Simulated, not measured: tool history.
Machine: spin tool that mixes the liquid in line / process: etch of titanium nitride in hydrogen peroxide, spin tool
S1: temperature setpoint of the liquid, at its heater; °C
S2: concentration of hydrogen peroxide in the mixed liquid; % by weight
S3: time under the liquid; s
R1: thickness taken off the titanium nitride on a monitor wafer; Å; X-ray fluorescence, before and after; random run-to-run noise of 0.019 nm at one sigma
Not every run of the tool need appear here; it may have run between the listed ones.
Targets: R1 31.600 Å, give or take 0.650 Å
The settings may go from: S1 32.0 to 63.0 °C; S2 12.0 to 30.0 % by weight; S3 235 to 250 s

run	hour	S1	S2	S3	R1
1	0.0	47.0	23.0	235	72.025
2	4.8	47.0	20.5	235	70.047
3	12.6	44.0	20.5	235	55.940
4	17.9	42.5	20.5	235	50.144
5	20.4	41.5	20.5	235	46.351
6	25.0	41.5	24.5	235	48.616
7	25.8	40.5	24.5	235	44.697
8	28.4	39.5	24.5	235	41.452
9	34.5	39.0	24.5	235	39.917
10	38.3	38.5	24.5	235	38.115
11	40.4	38.0	24.5	235	37.074
12	41.1	38.0	24.5	235	36.690
13	44.1	37.5	24.5	235	35.494
14	51.5	37.0	24.5	235	34.043
15	57.7	36.5	24.5	235	32.623

Which one of the following 5 next-run settings gets every result inside its allowed miss? There is exactly one.
A	63.9	36.5	26.5	235	?
B	63.9	35.0	27.0	250	?
C	63.9	36.0	23.5	250	?
D	63.9	36.0	26.0	250	?
E	63.9	37.0	23.0	235	?

move	R1
A	33.512
B	31.795
C	33.388
D	34.132
E	33.795
A: moves away from the targets compared with the last run
B: every result within its allowed miss
C: moves away from the targets compared with the last run
D: moves away from the targets compared with the last run
E: moves away from the targets compared with the last run
Answer: B
